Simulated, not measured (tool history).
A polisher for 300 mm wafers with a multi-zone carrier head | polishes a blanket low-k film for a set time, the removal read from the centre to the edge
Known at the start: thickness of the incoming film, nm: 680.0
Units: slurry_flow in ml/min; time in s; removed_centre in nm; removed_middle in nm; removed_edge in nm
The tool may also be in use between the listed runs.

run 1 hour=0.0 | slurry_flow=180 centre_zone=1.00 middle_zone=1.00 edge_zone=1.00 slurry_solids=1.00 time=54 | removed_centre=24.190 removed_middle=23.918 removed_edge=24.715
run 2 hour=6.5 | slurry_flow=200 centre_zone=1.04 middle_zone=1.04 edge_zone=1.01 slurry_solids=1.10 time=54 | removed_centre=25.779 removed_middle=25.420 removed_edge=26.002
run 3 hour=15.4 | slurry_flow=200 centre_zone=0.98 middle_zone=1.04 edge_zone=1.01 slurry_solids=1.10 time=54 | removed_centre=24.624 removed_middle=25.973 removed_edge=25.769
run 4 hour=18.8 | slurry_flow=210 centre_zone=1.03 middle_zone=1.07 edge_zone=0.98 slurry_solids=1.20 time=56 | removed_centre=28.265 removed_middle=27.717 removed_edge=27.247
run 5 hour=21.8 | slurry_flow=210 centre_zone=1.03 middle_zone=1.04 edge_zone=0.98 slurry_solids=1.20 time=56 | removed_centre=27.524 removed_middle=27.321 removed_edge=27.012
run 6 hour=27.7 | slurry_flow=210 centre_zone=1.11 middle_zone=1.04 edge_zone=0.98 slurry_solids=1.20 time=56 | removed_centre=29.341 removed_middle=27.288 removed_edge=26.909
run 7 hour=29.1 | slurry_flow=220 centre_zone=1.12 middle_zone=1.08 edge_zone=0.98 slurry_solids=1.25 time=57 | removed_centre=31.190 removed_middle=29.155 removed_edge=28.016
run 8 hour=32.9 | slurry_flow=220 centre_zone=1.12 middle_zone=1.08 edge_zone=0.98 slurry_solids=1.25 time=57 | removed_centre=31.181 removed_middle=29.165 removed_edge=28.308
run 9 hour=38.2 | slurry_flow=230 centre_zone=1.12 middle_zone=1.11 edge_zone=0.97 slurry_solids=1.30 time=58 | removed_centre=32.388 removed_middle=30.893 removed_edge=29.036

The next listed run, before its measurement:
run 10 hour=45.8 | slurry_flow=240 centre_zone=1.13 middle_zone=1.13 edge_zone=0.97 slurry_solids=1.35 time=59 | removed_centre=? removed_middle=? removed_edge=?

Run 10 gave removed_centre 34.019 nm, removed_middle 32.811 nm, removed_edge 29.823 nm.
